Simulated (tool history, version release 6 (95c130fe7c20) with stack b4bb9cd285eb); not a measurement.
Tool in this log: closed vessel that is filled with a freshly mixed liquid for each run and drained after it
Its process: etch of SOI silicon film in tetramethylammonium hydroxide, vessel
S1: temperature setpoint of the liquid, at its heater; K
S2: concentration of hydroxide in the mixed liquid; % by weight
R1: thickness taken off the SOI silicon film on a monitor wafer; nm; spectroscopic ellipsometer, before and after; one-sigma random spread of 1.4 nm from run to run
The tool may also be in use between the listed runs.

Run 1, hour 0: S1 337.15 K, S2 8.5 % by weight, time in the liquid (s) 90. Result: R1 506.74 nm.
Run 2, hour 7.9: S1 337.15 K, S2 8.5 % by weight, time in the liquid (s) 90. Result: R1 507.02 nm.
Run 3, hour 9: S1 337.15 K, S2 8.5 % by weight, time in the liquid (s) 95. Result: R1 539.92 nm.
Run 4, hour 10.1: S1 337.15 K, S2 8.5 % by weight, time in the liquid (s) 95. Result: R1 538.79 nm.
Run 5, hour 12.3: S1 337.15 K, S2 8.5 % by weight, time in the liquid (s) 90. Result: R1 507.08 nm.
Run 6, hour 17.1: S1 340.15 K, S2 8.5 % by weight, time in the liquid (s) 90. Result: R1 609.36 nm.
Run 7, hour 23.3: S1 337.65 K, S2 8.5 % by weight, time in the liquid (s) 90. Result: R1 526.52 nm.
Run 8, hour 27.6: S1 335.65 K, S2 8.5 % by weight, time in the liquid (s) 90. Result: R1 464.32 nm.

Forecast run 9:
Run 9, hour 35.4: S1 334.15 K, S2 8.5 % by weight, time in the liquid (s) 90. Result: R1 ?.

R1: 418.36 nm

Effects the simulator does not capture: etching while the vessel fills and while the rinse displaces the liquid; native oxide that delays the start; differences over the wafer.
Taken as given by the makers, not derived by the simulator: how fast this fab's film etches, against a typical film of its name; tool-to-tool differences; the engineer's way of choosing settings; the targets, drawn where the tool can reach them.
